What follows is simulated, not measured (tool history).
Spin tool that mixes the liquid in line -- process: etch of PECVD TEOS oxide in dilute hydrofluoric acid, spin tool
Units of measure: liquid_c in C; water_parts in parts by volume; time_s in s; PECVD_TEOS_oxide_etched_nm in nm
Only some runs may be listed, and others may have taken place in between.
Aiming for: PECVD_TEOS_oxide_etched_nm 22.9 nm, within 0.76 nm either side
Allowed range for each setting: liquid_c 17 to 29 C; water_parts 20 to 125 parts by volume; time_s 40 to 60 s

Run 1, hour 0: liquid_c 21 C, water_parts 70 parts by volume, time_s 60 s. Result: PECVD_TEOS_oxide_etched_nm 12.006 nm.
Run 2, hour 5.2: liquid_c 21 C, water_parts 55 parts by volume, time_s 60 s. Result: PECVD_TEOS_oxide_etched_nm 15.658 nm.
Run 3, hour 9.3: liquid_c 18.5 C, water_parts 55 parts by volume, time_s 60 s. Result: PECVD_TEOS_oxide_etched_nm 14.015 nm.
Run 4, hour 13.3: liquid_c 18.5 C, water_parts 55 parts by volume, time_s 60 s. Result: PECVD_TEOS_oxide_etched_nm 13.957 nm.
Run 5, hour 19.1: liquid_c 21.5 C, water_parts 55 parts by volume, time_s 60 s. Result: PECVD_TEOS_oxide_etched_nm 16.066 nm.
Run 6, hour 25.9: liquid_c 22.5 C, water_parts 55 parts by volume, time_s 60 s. Result: PECVD_TEOS_oxide_etched_nm 16.719 nm.
Run 7, hour 27: liquid_c 23.5 C, water_parts 55 parts by volume, time_s 60 s. Result: PECVD_TEOS_oxide_etched_nm 17.301 nm.
Run 8, hour 27.9: liquid_c 24.5 C, water_parts 55 parts by volume, time_s 60 s. Result: PECVD_TEOS_oxide_etched_nm 18.215 nm.
Run 9, hour 28.8: liquid_c 25 C, water_parts 55 parts by volume, time_s 60 s. Result: PECVD_TEOS_oxide_etched_nm 18.056 nm.
Run 10, hour 35.1: liquid_c 25.5 C, water_parts 55 parts by volume, time_s 60 s. Result: PECVD_TEOS_oxide_etched_nm 18.669 nm.
Run 11, hour 43.6: liquid_c 29 C, water_parts 50 parts by volume, time_s 60 s. Result: PECVD_TEOS_oxide_etched_nm 23.918 nm.

Which single option among these 4 for the next run brings every result within its allowed miss of target? Just one does.
Run A, hour 52.1: liquid_c 29 C, water_parts 45 parts by volume, time_s 55 s. Result: PECVD_TEOS_oxide_etched_nm ?.
Run B, hour 52.1: liquid_c 27.5 C, water_parts 45 parts by volume, time_s 60 s. Result: PECVD_TEOS_oxide_etched_nm ?.
Run C, hour 52.1: liquid_c 25 C, water_parts 45 parts by volume, time_s 60 s. Result: PECVD_TEOS_oxide_etched_nm ?.
Run D, hour 52.1: liquid_c 28.5 C, water_parts 45 parts by volume, time_s 60 s. Result: PECVD_TEOS_oxide_etched_nm ?.

move  PECVD_TEOS_oxide_etched_nm
   A                      24.426
   B                      25.125
   C                      22.744
   D                      26.131
A: its largest miss is bigger than the last run's
B: its largest miss is bigger than the last run's
C: all results land within tolerance of their targets
D: its largest miss is bigger than the last run's
C meets every target.

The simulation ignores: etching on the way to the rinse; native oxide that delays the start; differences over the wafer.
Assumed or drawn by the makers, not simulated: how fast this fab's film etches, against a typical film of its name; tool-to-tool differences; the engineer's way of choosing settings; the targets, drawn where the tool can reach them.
